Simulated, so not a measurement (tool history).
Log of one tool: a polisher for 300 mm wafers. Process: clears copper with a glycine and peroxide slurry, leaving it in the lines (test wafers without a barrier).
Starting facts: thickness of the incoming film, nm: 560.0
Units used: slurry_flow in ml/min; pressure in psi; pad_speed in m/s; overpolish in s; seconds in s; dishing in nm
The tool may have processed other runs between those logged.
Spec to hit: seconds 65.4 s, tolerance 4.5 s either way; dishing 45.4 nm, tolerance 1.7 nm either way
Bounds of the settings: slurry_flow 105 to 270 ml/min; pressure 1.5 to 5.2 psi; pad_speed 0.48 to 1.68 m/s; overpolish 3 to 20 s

{"run": 1, "day": 0.0, "slurry_flow": 175, "pressure": 3.3, "pad_speed": 1.08, "overpolish": 10, "seconds": 86.529, "dishing": 32.954}
{"run": 2, "day": 0.375, "slurry_flow": 175, "pressure": 3.6, "pad_speed": 1.08, "overpolish": 11, "seconds": 74.953, "dishing": 35.582}
{"run": 3, "day": 0.683, "slurry_flow": 175, "pressure": 3.6, "pad_speed": 0.96, "overpolish": 11, "seconds": 82.649, "dishing": 34.194}
{"run": 4, "day": 0.742, "slurry_flow": 175, "pressure": 3.6, "pad_speed": 1.2, "overpolish": 11, "seconds": 69.658, "dishing": 37.031}
{"run": 5, "day": 0.975, "slurry_flow": 175, "pressure": 3.6, "pad_speed": 1.22, "overpolish": 12, "seconds": 70.98, "dishing": 39.596}
{"run": 6, "day": 1.304, "slurry_flow": 175, "pressure": 3.6, "pad_speed": 1.22, "overpolish": 9, "seconds": 71.615, "dishing": 33.526}
{"run": 7, "day": 1.404, "slurry_flow": 175, "pressure": 3.6, "pad_speed": 1.26, "overpolish": 11, "seconds": 67.263, "dishing": 38.536}
{"run": 8, "day": 1.592, "slurry_flow": 175, "pressure": 3.5, "pad_speed": 1.28, "overpolish": 12, "seconds": 69.903, "dishing": 39.133}

Next run, 5 choices. One meets every target within its allowed miss, the rest don't. Which?
{"run": "A", "day": 1.779, "slurry_flow": 145, "pressure": 3.8, "pad_speed": 1.3, "overpolish": 10, "seconds": "?", "dishing": "?"}
{"run": "B", "day": 1.779, "slurry_flow": 220, "pressure": 4.1, "pad_speed": 1.1, "overpolish": 16, "seconds": "?", "dishing": "?"}
{"run": "C", "day": 1.779, "slurry_flow": 195, "pressure": 3, "pad_speed": 1.18, "overpolish": 12, "seconds": "?", "dishing": "?"}
{"run": "D", "day": 1.779, "slurry_flow": 190, "pressure": 3.9, "pad_speed": 1.14, "overpolish": 8, "seconds": "?", "dishing": "?"}
{"run": "E", "day": 1.779, "slurry_flow": 105, "pressure": 3.3, "pad_speed": 1.4, "overpolish": 16, "seconds": "?", "dishing": "?"}

move=A seconds=64.716 dishing=36.849
move=B seconds=65.038 dishing=44.874
move=C seconds=81.257 dishing=36.079
move=D seconds=67.287 dishing=32.127
move=E seconds=74.447 dishing=42.16
A: moves away from the targets compared with the last run
B: all results in spec
C: moves away from the targets compared with the last run
D: moves away from the targets compared with the last run
E: moves toward the targets from the last run without getting all of them in spec
The move that meets every target is B.
